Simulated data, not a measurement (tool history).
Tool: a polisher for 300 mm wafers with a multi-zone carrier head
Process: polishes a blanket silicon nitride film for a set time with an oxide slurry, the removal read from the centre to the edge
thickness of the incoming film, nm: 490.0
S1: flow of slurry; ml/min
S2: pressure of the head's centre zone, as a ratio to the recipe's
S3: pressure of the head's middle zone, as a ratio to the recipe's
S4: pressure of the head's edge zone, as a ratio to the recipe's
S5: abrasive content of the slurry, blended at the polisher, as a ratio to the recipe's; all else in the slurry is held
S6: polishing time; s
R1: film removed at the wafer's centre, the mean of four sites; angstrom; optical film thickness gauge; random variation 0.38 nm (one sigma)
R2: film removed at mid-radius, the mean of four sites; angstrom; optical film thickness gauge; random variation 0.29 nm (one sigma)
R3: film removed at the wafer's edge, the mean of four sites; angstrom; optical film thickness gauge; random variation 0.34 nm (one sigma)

run 1 day=0.000 | S1=305 S2=1.00 S3=1.00 S4=1.00 S5=1.00 S6=54 | R1=327.12 R2=333.27 R3=331.59
run 2 day=0.317 | S1=305 S2=1.00 S3=0.99 S4=1.02 S5=1.05 S6=55 | R1=341.95 R2=342.52 R3=348.57
run 3 day=0.517 | S1=305 S2=0.99 S3=0.99 S4=1.04 S5=1.10 S6=56 | R1=345.61 R2=355.45 R3=367.08
run 4 day=0.558 | S1=305 S2=0.99 S3=0.99 S4=1.05 S5=1.15 S6=57 | R1=363.24 R2=366.67 R3=381.17
run 5 day=0.604 | S1=305 S2=0.99 S3=0.99 S4=1.06 S5=1.20 S6=58 | R1=378.37 R2=376.08 R3=398.31
run 6 day=0.862 | S1=305 S2=0.99 S3=0.99 S4=1.14 S5=1.20 S6=58 | R1=375.32 R2=375.43 R3=406.59
run 7 day=1.062 | S1=305 S2=0.99 S3=0.99 S4=1.14 S5=1.25 S6=59 | R1=387.63 R2=393.24 R3=419.22
run 8 day=1.208 | S1=305 S2=0.99 S3=0.98 S4=1.15 S5=1.30 S6=60 | R1=403.07 R2=403.16 R3=435.35
run 9 day=1.579 | S1=305 S2=0.98 S3=0.97 S4=1.15 S5=1.30 S6=61 | R1=399.84 R2=400.59 R3=444.17
run 10 day=1.708 | S1=305 S2=0.98 S3=0.97 S4=1.15 S5=1.30 S6=61 | R1=406.30 R2=405.82 R3=443.50
run 11 day=1.846 | S1=305 S2=0.97 S3=0.97 S4=1.15 S5=1.30 S6=62 | R1=411.08 R2=409.70 R3=448.80
run 12 day=2.058 | S1=305 S2=0.97 S3=0.97 S4=1.15 S5=1.30 S6=62 | R1=404.45 R2=407.86 R3=458.07
run 13 day=2.162 | S1=310 S2=0.97 S3=0.97 S4=1.15 S5=1.30 S6=62 | R1=409.23 R2=410.34 R3=454.63
run 14 day=2.267 | S1=315 S2=0.97 S3=0.97 S4=1.15 S5=1.30 S6=62 | R1=401.32 R2=414.43 R3=454.51
-- day=2.404 worn pad replaced by a new one
run 15 day=2.404 | S1=320 S2=0.97 S3=0.96 S4=1.15 S5=1.30 S6=62 | R1=436.36 R2=446.02 R3=489.94

Run 16 comes next. What will it give?
run 16 day=2.479 | S1=320 S2=0.97 S3=0.95 S4=1.15 S5=1.30 S6=62 | R1=? R2=? R3=?

Run 16 gave R1 441.64 angstrom, R2 440.54 angstrom, R3 492.15 angstrom.
